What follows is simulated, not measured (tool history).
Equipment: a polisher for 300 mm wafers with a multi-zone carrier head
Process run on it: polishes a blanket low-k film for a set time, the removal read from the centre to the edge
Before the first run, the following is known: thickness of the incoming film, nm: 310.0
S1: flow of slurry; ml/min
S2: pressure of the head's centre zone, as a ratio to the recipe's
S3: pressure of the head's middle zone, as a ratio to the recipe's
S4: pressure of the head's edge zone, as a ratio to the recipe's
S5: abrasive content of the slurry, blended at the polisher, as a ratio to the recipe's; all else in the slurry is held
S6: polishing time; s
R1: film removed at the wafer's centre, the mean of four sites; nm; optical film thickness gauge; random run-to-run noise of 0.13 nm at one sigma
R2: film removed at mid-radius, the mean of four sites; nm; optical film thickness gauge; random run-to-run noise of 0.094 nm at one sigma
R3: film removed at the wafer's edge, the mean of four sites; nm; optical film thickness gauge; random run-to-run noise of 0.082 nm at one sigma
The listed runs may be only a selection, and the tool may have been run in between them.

run	hour	S1	S2	S3	S4	S5	S6	R1	R2	R3
1	0	140	1	1	1	1	39	16.18	14.889	14.758
2	3.8	120	1	1	1	1	39	16.368	14.551	14.512
3	7.4	120	1	1	1	1	49	20.225	18.087	18.224
4	15.8	105	1	1	1	1	49	19.599	17.735	18.205
5	24	105	1	1	1	0.85	49	18.646	17.28	17.068
6	24.8	105	1	0.91	1	0.85	49	18.585	15.897	17.21
7	31.4	105	0.96	0.92	0.97	0.75	48	17.132	15.167	16.039
8	36.8	85	0.86	1.02	0.92	0.5	41	10.86	12.118	11.76

Predict the results of run 9:
# hour 40.5: centre zone pressure recalibrated
9	40.5	95	0.86	1.03	0.92	0.5	41	?	?	?

{"run 9": {"R1": 10.723, "R2": 12.493, "R3": 11.914}}
